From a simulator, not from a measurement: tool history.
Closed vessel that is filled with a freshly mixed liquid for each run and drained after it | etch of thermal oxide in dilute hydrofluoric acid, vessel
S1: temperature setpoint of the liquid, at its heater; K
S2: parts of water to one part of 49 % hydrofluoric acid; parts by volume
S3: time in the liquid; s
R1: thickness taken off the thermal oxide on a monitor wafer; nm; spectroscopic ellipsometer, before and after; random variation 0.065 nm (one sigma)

run	hour	S1	S2	S3	R1
1	0.0	293.15	235	460	6.3959
2	8.6	293.15	195	460	7.9608
3	13.0	292.65	195	460	7.7959
4	20.2	292.15	195	460	7.7017
5	28.5	292.15	260	460	5.4810
6	30.4	292.15	290	460	4.8148
7	37.8	293.65	280	460	5.2719
8	46.0	295.15	275	460	5.6671
9	53.6	296.15	270	460	6.1112
10	57.9	297.15	270	460	6.2874
11	62.7	297.65	270	460	6.2377
12	70.7	298.15	265	460	6.5960
13	74.7	298.65	265	460	6.6642

Forecast run 14:
14	82.7	299.15	265	460	?

{"run 14": {"R1": 7.0141}}

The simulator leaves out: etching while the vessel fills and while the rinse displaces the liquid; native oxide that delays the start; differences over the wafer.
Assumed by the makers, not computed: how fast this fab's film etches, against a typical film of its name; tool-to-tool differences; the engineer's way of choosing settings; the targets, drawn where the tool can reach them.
